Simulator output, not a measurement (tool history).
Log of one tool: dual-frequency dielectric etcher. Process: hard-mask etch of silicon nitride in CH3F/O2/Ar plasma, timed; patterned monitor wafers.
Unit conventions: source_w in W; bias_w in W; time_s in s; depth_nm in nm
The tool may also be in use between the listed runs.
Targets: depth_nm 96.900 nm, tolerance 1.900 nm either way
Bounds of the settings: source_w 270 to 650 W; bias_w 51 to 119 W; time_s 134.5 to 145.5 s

| run | hour | source_w | bias_w | time_s | depth_nm |
|---|---|---|---|---|---|
| 1 | 0.0 | 460 | 85 | 145.5 | 110.600 |
| 2 | 5.6 | 430 | 84 | 145.5 | 108.210 |
| 3 | 6.4 | 400 | 83 | 145.5 | 105.010 |
| 4 | 13.5 | 400 | 91 | 145.5 | 110.470 |
| 5 | 16.7 | 360 | 91 | 145.5 | 107.380 |
| 6 | 23.2 | 340 | 89 | 145.0 | 105.820 |
| 7 | 29.3 | 330 | 86 | 144.5 | 102.780 |
| 8 | 34.1 | 320 | 84 | 144.5 | 101.140 |

Pick the move, out of 4, that brings all results within their allowed miss; only one does.
| A | 38.9 | 280 | 95 | 145.5 | ? |
| B | 38.9 | 300 | 82 | 142.0 | ? |
| C | 38.9 | 310 | 73 | 142.0 | ? |
| D | 38.9 | 340 | 76 | 136.0 | ? |

| move | depth_nm |
|---|---|
| A | 102.700 |
| B | 95.579 |
| C | 91.728 |
| D | 91.104 |
A: its largest miss is bigger than the last run's
B: meets every target
C: takes the result that was furthest off past its target
D: takes the result that was furthest off past its target
Move B is the one to make.
